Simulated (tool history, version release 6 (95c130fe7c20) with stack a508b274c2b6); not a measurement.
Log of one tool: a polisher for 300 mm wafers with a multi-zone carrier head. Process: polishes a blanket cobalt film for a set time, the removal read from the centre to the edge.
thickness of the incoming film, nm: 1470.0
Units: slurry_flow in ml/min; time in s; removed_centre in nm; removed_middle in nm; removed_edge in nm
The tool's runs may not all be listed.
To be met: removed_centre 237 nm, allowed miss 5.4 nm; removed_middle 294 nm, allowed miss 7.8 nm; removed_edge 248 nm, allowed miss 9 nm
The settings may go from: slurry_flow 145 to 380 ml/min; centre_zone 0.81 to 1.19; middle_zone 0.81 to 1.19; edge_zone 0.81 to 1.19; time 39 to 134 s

run,hour,slurry_flow,centre_zone,middle_zone,edge_zone,time,removed_centre,removed_middle,removed_edge
1,0,245,1,1,1,86,470.42,486.95,473.77
2,0.9,245,0.99,1.01,0.98,81,440.25,470.71,444.74
3,5.4,245,0.99,1.01,0.98,89,486.85,503.44,500.28
4,6.3,245,1.06,1.01,0.98,89,520.6,508.84,483.34
5,14.5,245,1.06,1.01,1.02,89,521.37,513.3,486.9
6,15.9,235,1.04,1.02,1,83,474.72,473.22,459.37
7,17.9,250,1.02,1,0.98,78,443.39,438.39,432.36
8,25.4,240,1.01,1.02,0.96,74,411.64,422.34,405.61
9,27.3,230,1,1.04,0.94,70,385.63,411.65,370.05
10,29.3,165,0.9,0.94,0.84,46,211.93,233.32,222.79
11,31.3,180,0.9,0.95,0.84,46,218.45,238.75,224.49
12,33.1,180,0.9,0.95,0.84,46,216.41,237.85,225.83
13,41,190,0.9,0.97,0.84,46,217.48,245.44,228.94
14,46.2,205,0.9,0.98,0.84,46,224.02,249.4,236.49
15,47.4,210,0.9,1,0.84,46,223.37,257.54,233.39
16,50.7,220,0.9,1.01,0.84,46,227.17,261.38,232.74
17,52.8,220,0.9,1.01,0.84,46,224.49,262.73,235.05
18,56.7,230,0.9,1.02,0.84,46,225.33,262.24,235.65
19,61.6,235,0.9,1.03,0.84,46,227.82,266.77,236.08
20,67.7,240,0.9,1.04,0.84,46,227.53,269.46,237.03
21,74.1,245,0.9,1.05,0.84,46,227.15,272.41,240.51
22,83,250,0.9,1.06,0.84,46,228.23,270.59,233.28
23,83.7,255,0.9,1.07,0.85,46,228.15,275.13,239.68
24,87.8,260,0.9,1.08,0.85,46,229.47,283.42,240.13
25,94.3,265,0.9,1.08,0.85,46,231.95,282.65,238.17

5 next moves are on the table. One of them brings every result within its allowed miss. Which?
A,100.8,250,0.83,0.98,0.9,48,?,?,?
B,100.8,310,0.85,1.13,0.9,46,?,?,?
C,100.8,280,0.88,1.08,0.85,48,?,?,?
D,100.8,230,0.86,1.12,0.88,47,?,?,?
E,100.8,270,0.87,1.19,0.85,45,?,?,?

move,removed_centre,removed_middle,removed_edge
A,219.51,266.13,252.32
B,221.55,294.92,245.79
C,236.52,292.86,248.06
D,220.26,288.65,242.06
E,218.37,297.22,231.49
A: further off than the last run
B: brings the result that was furthest off to its target, and leaves another outside
C: meets every target
D: brings the result that was furthest off to its target, and leaves another outside
E: brings the result that was furthest off to its target, and leaves another outside
The right move is C.

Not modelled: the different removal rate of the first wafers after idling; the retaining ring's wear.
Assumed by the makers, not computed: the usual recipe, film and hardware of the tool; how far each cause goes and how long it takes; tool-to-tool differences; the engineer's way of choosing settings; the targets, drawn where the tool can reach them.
